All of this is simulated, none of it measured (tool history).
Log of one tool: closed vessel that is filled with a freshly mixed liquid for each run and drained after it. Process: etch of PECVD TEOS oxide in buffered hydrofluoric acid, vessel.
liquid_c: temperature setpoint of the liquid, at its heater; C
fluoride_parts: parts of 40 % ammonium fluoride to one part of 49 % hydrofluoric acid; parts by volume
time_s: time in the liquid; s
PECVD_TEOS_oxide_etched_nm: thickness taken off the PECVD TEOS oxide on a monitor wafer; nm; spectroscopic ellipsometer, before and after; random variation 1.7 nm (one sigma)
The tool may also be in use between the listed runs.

run 1 hour=0 | liquid_c=21 fluoride_parts=8.5 time_s=30 | PECVD_TEOS_oxide_etched_nm=89.808
run 2 hour=3.9 | liquid_c=21 fluoride_parts=8.5 time_s=30 | PECVD_TEOS_oxide_etched_nm=89.259
run 3 hour=9 | liquid_c=22.5 fluoride_parts=8 time_s=30 | PECVD_TEOS_oxide_etched_nm=105.41
run 4 hour=18.2 | liquid_c=23.5 fluoride_parts=8 time_s=30 | PECVD_TEOS_oxide_etched_nm=111.38
run 5 hour=25.8 | liquid_c=24.5 fluoride_parts=7.5 time_s=30 | PECVD_TEOS_oxide_etched_nm=126.95
run 6 hour=33.6 | liquid_c=25.5 fluoride_parts=7.5 time_s=30 | PECVD_TEOS_oxide_etched_nm=131.4
run 7 hour=42.8 | liquid_c=26 fluoride_parts=7.5 time_s=30 | PECVD_TEOS_oxide_etched_nm=135.31
run 8 hour=49.9 | liquid_c=29 fluoride_parts=6 time_s=30 | PECVD_TEOS_oxide_etched_nm=196.81

Forecast run 9:
run 9 hour=53.1 | liquid_c=28.5 fluoride_parts=6 time_s=30 | PECVD_TEOS_oxide_etched_nm=?

{"run 9": {"PECVD_TEOS_oxide_etched_nm": 191.37}}

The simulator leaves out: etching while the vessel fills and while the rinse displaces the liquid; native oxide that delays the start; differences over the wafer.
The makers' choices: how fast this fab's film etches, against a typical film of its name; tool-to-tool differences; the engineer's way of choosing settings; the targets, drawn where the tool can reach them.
